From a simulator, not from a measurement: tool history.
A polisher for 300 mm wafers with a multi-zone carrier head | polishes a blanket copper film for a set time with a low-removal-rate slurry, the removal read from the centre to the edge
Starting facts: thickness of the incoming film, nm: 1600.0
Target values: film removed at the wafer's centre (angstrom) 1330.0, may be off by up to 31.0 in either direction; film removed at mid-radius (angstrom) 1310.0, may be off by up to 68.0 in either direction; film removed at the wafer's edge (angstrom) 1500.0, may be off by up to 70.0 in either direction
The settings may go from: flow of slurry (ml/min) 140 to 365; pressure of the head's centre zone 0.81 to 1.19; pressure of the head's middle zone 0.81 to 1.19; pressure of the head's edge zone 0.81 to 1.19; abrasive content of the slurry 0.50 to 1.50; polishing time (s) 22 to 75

run,hour,flow of slurry (ml/min),pressure of the head's centre zone,pressure of the head's middle zone,pressure of the head's edge zone,abrasive content of the slurry,polishing time (s),film removed at the wafer's centre (angstrom),film removed at mid-radius (angstrom),film removed at the wafer's edge (angstrom)
1,0.0,235,1.00,1.00,1.00,1.00,48,2210.1,2172.3,2153.6
2,8.2,235,1.00,1.00,1.00,1.00,52,2400.2,2424.8,2258.8
3,13.6,235,1.00,0.94,1.00,1.00,52,2378.4,2244.7,2302.2
4,22.1,230,0.97,0.92,0.98,0.90,50,2204.1,2149.6,2157.0
5,23.9,225,0.96,0.90,0.99,0.85,47,2028.9,1966.5,1996.9
6,28.6,225,0.92,0.90,0.99,0.85,47,1951.4,1963.4,2051.3
7,36.6,185,0.85,0.81,0.94,0.60,34,1236.0,1203.3,1329.8
# hour 44.7: edge zone pressure recalibrated
8,44.7,195,0.85,0.81,0.96,0.60,34,1261.0,1207.6,1389.1
9,48.1,205,0.85,0.82,0.97,0.60,34,1239.7,1258.2,1399.4

Which one of the following 5 next-run settings gets every result inside its allowed miss? There is exactly one.
A,51.5,195,0.84,0.82,0.95,0.55,37,?,?,?
B,51.5,235,0.81,0.83,0.95,0.80,33,?,?,?
C,51.5,215,0.86,0.93,0.88,0.50,32,?,?,?
D,51.5,195,0.81,0.81,1.19,0.55,33,?,?,?
E,51.5,220,0.82,0.81,1.09,0.65,33,?,?,?

move,film removed at the wafer's centre (angstrom),film removed at mid-radius (angstrom),film removed at the wafer's edge (angstrom)
A,1335.7,1298.7,1475.5
B,1262.6,1267.2,1416.7
C,1181.5,1236.6,1229.2
D,1160.7,1147.8,1472.4
E,1222.9,1196.4,1459.8
A: all results land within tolerance of their targets
B: an improvement on the last run, though not all results are within tolerance
C: further off than the last run
D: further off than the last run
E: further off than the last run
The move that meets every target is A.

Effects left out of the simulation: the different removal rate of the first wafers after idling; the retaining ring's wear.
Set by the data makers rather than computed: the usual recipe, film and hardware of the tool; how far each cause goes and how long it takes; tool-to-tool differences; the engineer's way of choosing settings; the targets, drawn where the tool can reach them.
